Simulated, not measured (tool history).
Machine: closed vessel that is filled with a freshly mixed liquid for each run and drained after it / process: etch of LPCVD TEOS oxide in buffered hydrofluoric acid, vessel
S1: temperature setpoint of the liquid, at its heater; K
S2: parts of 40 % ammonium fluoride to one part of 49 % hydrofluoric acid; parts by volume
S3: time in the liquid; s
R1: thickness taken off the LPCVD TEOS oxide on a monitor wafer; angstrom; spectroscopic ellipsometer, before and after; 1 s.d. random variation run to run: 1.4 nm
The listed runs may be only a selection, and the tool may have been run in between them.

{"run": 1, "day": 0.0, "S1": 294.15, "S2": 10.0, "S3": 85, "R1": 1487.1}
{"run": 2, "day": 0.108, "S1": 294.15, "S2": 11.5, "S3": 85, "R1": 1305.5}
{"run": 3, "day": 0.383, "S1": 291.65, "S2": 11.5, "S3": 85, "R1": 1132.4}
{"run": 4, "day": 0.733, "S1": 291.65, "S2": 13.0, "S3": 85, "R1": 1009.1}
{"run": 5, "day": 1.075, "S1": 295.15, "S2": 12.0, "S3": 85, "R1": 1332.6}
{"run": 6, "day": 1.104, "S1": 297.65, "S2": 11.5, "S3": 85, "R1": 1610.5}
{"run": 7, "day": 1.142, "S1": 299.15, "S2": 11.5, "S3": 85, "R1": 1728.0}
{"run": 8, "day": 1.217, "S1": 300.15, "S2": 11.5, "S3": 85, "R1": 1805.6}
{"run": 9, "day": 1.496, "S1": 300.65, "S2": 11.0, "S3": 85, "R1": 1938.3}

Run 10, settings as shown, results not yet in. Your forecast:
{"run": 10, "day": 1.617, "S1": 301.15, "S2": 11.0, "S3": 85, "R1": "?"}

{"run 10": {"R1": 2012.1}}
